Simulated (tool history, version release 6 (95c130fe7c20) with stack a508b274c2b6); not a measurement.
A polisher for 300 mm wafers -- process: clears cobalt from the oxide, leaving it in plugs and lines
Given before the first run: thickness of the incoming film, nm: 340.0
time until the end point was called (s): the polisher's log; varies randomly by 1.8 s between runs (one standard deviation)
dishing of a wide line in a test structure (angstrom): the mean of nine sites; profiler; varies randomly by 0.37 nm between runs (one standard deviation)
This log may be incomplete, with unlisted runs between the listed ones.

run  hour  flow of slurry (ml/min)  pressure of the wafer on the pad (psi)  speed of the pad under the wafer (m/s)  overpolish time after the end point (s)  time until the end point was called (s)  dishing of a wide line in a test structure (angstrom)
  1     0                      195                                     1.8                                       1                                       25                                   79.919                                                  578.7
  2   2.6                      235                                     1.8                                       1                                       25                                   78.387                                                  586.3
  3  10.6                      235                                     1.5                                    0.94                                       22                                   99.245                                                 452.36
  4  18.3                      235                                     1.3                                    0.92                                       21                                   114.09                                                 389.81
  5  24.8                      235                                     1.7                                    0.92                                       21                                    90.58                                                 469.68
  6  28.3                      235                                     1.7                                    0.92                                       17                                   91.353                                                 404.62

Estimate the outcome of run 7 from the log above:
  7  36.5                      235                                     1.4                                     0.9                                       18                                        ?                                                      ?

time until the end point was called (s): 110.29
dishing of a wide line in a test structure (angstrom): 352.81

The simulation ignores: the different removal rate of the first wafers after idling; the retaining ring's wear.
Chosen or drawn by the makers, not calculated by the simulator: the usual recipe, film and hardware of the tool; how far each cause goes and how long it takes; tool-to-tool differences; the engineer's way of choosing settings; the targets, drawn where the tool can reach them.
